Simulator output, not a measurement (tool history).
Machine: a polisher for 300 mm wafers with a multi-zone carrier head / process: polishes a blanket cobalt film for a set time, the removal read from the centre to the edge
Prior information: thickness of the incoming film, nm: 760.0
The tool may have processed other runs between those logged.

run	hour	flow of slurry (ml/min)	pressure of the head's centre zone	pressure of the head's middle zone	pressure of the head's edge zone	polishing time (s)	film removed at the wafer's centre (Å)	film removed at mid-radius (Å)	film removed at the wafer's edge (Å)
1	0	210	1	1	1	55	2523.8	2523.5	2499.8
2	2	215	0.99	1.05	1.04	61	2830.3	3049.4	2800.7
3	7.7	215	0.99	1.01	1.04	61	2770.2	2881.8	2805.3
4	10.3	215	0.99	1.01	1.04	70	3183.6	3346.1	3219.3
5	11.4	225	0.98	1.03	1.08	73	3301.9	3536.2	3436.1
6	19.5	225	0.97	1.06	1.1	75	3402.7	3801.7	3557.6
7	25.5	225	0.97	1.06	1.1	75	3351	3756	3557.4
8	29.4	235	0.97	1.08	1.12	76	3484.2	3805.4	3638.1

Expected results for the next run?
# hour 34.1: worn pad replaced by a new one
9	34.1	230	0.96	1.09	1.12	78	?	?	?

For run 9 the tool returned film removed at the wafer's centre (Å) 3967, film removed at mid-radius (Å) 4481.2, film removed at the wafer's edge (Å) 4257.1.
